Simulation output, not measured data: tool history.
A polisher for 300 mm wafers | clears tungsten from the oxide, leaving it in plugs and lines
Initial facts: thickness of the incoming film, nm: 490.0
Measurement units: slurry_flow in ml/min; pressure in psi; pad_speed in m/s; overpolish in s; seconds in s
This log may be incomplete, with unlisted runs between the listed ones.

run	day	slurry_flow	pressure	pad_speed	slurry_solids	overpolish	seconds
1	0.000	285	3.7	1.06	1.00	5	81.317
2	0.317	320	3.7	1.06	1.00	5	79.678
3	0.379	310	3.4	0.98	0.95	5	92.402
4	0.742	290	3.1	0.90	0.90	5	117.020
5	1.025	355	3.1	0.90	0.90	5	117.340
6	1.196	355	2.9	0.84	0.90	5	130.110
7	1.446	355	2.7	0.78	0.90	5	147.310
8	1.779	355	2.6	0.74	0.90	5	161.040
9	1.992	355	2.5	0.72	0.90	5	177.430
# day 2.171: head pressure recalibrated
10	2.171	355	2.4	0.70	0.90	5	207.460
11	2.354	345	2.4	0.70	0.90	5	207.500
12	2.704	330	2.4	0.70	0.90	5	211.670

Run 13, settings as shown, results not yet in. Your forecast:
13	2.783	320	2.4	0.70	0.90	5	?

{"run 13": {"seconds": 207.29}}

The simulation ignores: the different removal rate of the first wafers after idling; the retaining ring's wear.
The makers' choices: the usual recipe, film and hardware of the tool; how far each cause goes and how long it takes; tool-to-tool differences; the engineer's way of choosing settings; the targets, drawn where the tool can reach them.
